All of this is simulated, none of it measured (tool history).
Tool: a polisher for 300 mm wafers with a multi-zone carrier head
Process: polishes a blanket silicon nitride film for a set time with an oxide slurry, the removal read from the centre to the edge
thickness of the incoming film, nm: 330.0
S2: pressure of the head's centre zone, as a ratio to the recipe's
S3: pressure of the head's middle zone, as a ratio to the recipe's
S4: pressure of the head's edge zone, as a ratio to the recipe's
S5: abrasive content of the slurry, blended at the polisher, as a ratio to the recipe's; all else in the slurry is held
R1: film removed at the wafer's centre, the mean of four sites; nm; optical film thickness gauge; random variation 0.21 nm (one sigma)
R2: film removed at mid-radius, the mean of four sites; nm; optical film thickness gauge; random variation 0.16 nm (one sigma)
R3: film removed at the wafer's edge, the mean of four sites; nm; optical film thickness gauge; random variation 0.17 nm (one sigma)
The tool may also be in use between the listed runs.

{"run": 1, "hour": 0.0, "flow of slurry (ml/min)": 125, "S2": 1, "S3": 1, "S4": 1, "S5": 1, "polishing time (s)": 39, "R1": 26.889, "R2": 26.085, "R3": 26.953}
{"run": 2, "hour": 6.2, "flow of slurry (ml/min)": 140, "S2": 1, "S3": 1, "S4": 1, "S5": 1, "polishing time (s)": 39, "R1": 27.877, "R2": 27.059, "R3": 27.685}
{"run": 3, "hour": 14.5, "flow of slurry (ml/min)": 115, "S2": 1, "S3": 1, "S4": 1, "S5": 1, "polishing time (s)": 39, "R1": 26.627, "R2": 26.167, "R3": 26.709}
{"run": 4, "hour": 21.0, "flow of slurry (ml/min)": 115, "S2": 1, "S3": 1, "S4": 1, "S5": 1.2, "polishing time (s)": 39, "R1": 28.217, "R2": 27.89, "R3": 28.923}
{"run": 5, "hour": 24.1, "flow of slurry (ml/min)": 115, "S2": 1, "S3": 1.05, "S4": 1, "S5": 1.2, "polishing time (s)": 39, "R1": 28.656, "R2": 29.055, "R3": 28.847}
{"run": 6, "hour": 33.1, "flow of slurry (ml/min)": 115, "S2": 1, "S3": 1.05, "S4": 1.05, "S5": 1.2, "polishing time (s)": 39, "R1": 28.691, "R2": 28.564, "R3": 29.272}
{"run": 7, "hour": 33.8, "flow of slurry (ml/min)": 115, "S2": 1, "S3": 1.05, "S4": 1.05, "S5": 1.2, "polishing time (s)": 39, "R1": 28.222, "R2": 28.746, "R3": 29.535}
{"run": 8, "hour": 39.9, "flow of slurry (ml/min)": 115, "S2": 1, "S3": 1.05, "S4": 1.05, "S5": 1.2, "polishing time (s)": 39, "R1": 28.226, "R2": 29.06, "R3": 29.65}
{"run": 9, "hour": 42.6, "flow of slurry (ml/min)": 105, "S2": 0.98, "S3": 1, "S4": 1.03, "S5": 1, "polishing time (s)": 39, "R1": 25.174, "R2": 25.078, "R3": 26.985}
{"run": 10, "hour": 48.0, "flow of slurry (ml/min)": 105, "S2": 0.98, "S3": 1, "S4": 1.03, "S5": 1, "polishing time (s)": 39, "R1": 24.511, "R2": 25.451, "R3": 26.22}

Run 11 comes next. What will it give?
{"run": 11, "hour": 52.0, "flow of slurry (ml/min)": 105, "S2": 0.98, "S3": 0.95, "S4": 1.03, "S5": 0.85, "polishing time (s)": 39, "R1": "?", "R2": "?", "R3": "?"}

R1: 23.154 nm
R2: 22.429 nm
R3: 24.88 nm

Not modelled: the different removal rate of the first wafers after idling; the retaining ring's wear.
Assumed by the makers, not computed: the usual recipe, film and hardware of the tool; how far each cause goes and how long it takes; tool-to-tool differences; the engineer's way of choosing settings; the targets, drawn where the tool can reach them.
